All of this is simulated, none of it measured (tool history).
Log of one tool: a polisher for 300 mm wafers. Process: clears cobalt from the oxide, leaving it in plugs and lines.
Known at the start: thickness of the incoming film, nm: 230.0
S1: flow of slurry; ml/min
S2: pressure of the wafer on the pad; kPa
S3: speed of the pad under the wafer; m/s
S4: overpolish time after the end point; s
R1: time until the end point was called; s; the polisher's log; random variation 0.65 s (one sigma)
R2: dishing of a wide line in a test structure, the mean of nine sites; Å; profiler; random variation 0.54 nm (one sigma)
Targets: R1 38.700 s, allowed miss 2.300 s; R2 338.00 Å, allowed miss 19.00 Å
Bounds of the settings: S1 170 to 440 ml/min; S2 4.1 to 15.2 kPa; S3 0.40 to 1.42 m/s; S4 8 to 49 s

run  hour   S1    S2    S3  S4      R1      R2
  1   0.0  280   9.7  0.90  25  63.662  507.78
  2   0.8  275  10.3  0.90  20  57.063  463.60
  3   3.7  275  10.3  0.90  11  57.444  316.46
  4   8.4  275  10.3  1.00  11  53.672  335.50
  5  16.9  280  11.0  1.00  10  49.571  317.85
  6  19.9  280  11.7  1.00  10  48.331  339.20
  7  25.4  300  11.7  1.06   9  44.194  324.84
  8  30.9  300  12.4  1.06   9  43.401  341.59
  9  31.4  310  12.4  1.10   9  41.631  346.22

4 next moves are on the table. One of them brings every result within its allowed miss. Which?
  A  31.9  295  11.0  1.10  12   ?   ?
  B  31.9  340  11.0  1.02  11   ?   ?
  C  31.9  315  12.4  0.98  11   ?   ?
  D  31.9  365  13.1  1.08   8   ?   ?

move      R1      R2
   A  46.576  378.55
   B  48.916  345.47
   C  45.259  364.12
   D  39.332  321.45
A: further off than the last run
B: further off than the last run
C: further off than the last run
D: meets every target
The right move is D.

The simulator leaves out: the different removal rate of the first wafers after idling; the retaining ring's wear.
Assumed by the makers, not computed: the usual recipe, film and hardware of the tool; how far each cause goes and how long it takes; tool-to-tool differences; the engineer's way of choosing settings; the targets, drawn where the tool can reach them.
